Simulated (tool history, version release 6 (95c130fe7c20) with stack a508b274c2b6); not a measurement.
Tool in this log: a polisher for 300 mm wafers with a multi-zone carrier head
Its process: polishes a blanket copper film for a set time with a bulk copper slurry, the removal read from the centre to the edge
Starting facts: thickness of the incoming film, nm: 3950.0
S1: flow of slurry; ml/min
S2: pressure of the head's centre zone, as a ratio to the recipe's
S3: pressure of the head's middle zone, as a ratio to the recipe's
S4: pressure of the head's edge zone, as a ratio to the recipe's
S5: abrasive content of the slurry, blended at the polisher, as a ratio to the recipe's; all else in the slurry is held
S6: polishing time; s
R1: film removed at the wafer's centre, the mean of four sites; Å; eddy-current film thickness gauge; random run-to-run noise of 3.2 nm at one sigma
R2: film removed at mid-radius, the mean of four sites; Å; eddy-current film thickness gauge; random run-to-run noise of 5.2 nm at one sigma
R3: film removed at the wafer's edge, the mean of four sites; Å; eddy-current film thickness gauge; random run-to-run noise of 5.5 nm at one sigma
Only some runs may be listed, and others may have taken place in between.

{"run": 1, "day": 0.0, "S1": 220, "S2": 1, "S3": 1, "S4": 1, "S5": 1, "S6": 39, "R1": 3548.5, "R2": 3398.9, "R3": 3372.1}
{"run": 2, "day": 0.062, "S1": 220, "S2": 1.05, "S3": 1, "S4": 1, "S5": 1, "S6": 39, "R1": 3697.2, "R2": 3446, "R3": 3350.9}
{"run": 3, "day": 0.321, "S1": 225, "S2": 1.05, "S3": 1.02, "S4": 1, "S5": 1.05, "S6": 40, "R1": 3858.1, "R2": 3604.8, "R3": 3486.8}
{"run": 4, "day": 0.396, "S1": 265, "S2": 1.05, "S3": 1.02, "S4": 1, "S5": 1.05, "S6": 40, "R1": 3862.8, "R2": 3650.6, "R3": 3527.4}
{"run": 5, "day": 0.5, "S1": 265, "S2": 0.97, "S3": 1.02, "S4": 1, "S5": 1.05, "S6": 40, "R1": 3646.4, "R2": 3721, "R3": 3481.4}
{"run": 6, "day": 0.808, "S1": 270, "S2": 0.98, "S3": 1.04, "S4": 1, "S5": 1.1, "S6": 41, "R1": 3838.6, "R2": 3848.2, "R3": 3665.4}
{"run": 7, "day": 1.008, "S1": 275, "S2": 0.98, "S3": 1.06, "S4": 0.98, "S5": 1.15, "S6": 42, "R1": 3982.4, "R2": 4091.7, "R3": 3816}
{"run": 8, "day": 1.375, "S1": 280, "S2": 0.98, "S3": 1.07, "S4": 0.96, "S5": 1.2, "S6": 42, "R1": 3989.4, "R2": 4125.4, "R3": 3781}

Estimate the outcome of run 9 from the log above:
{"run": 9, "day": 1.571, "S1": 285, "S2": 0.98, "S3": 1.08, "S4": 0.95, "S5": 1.25, "S6": 43, "R1": "?", "R2": "?", "R3": "?"}

R1: 4169.6 Å
R2: 4309.3 Å
R3: 3883.4 Å
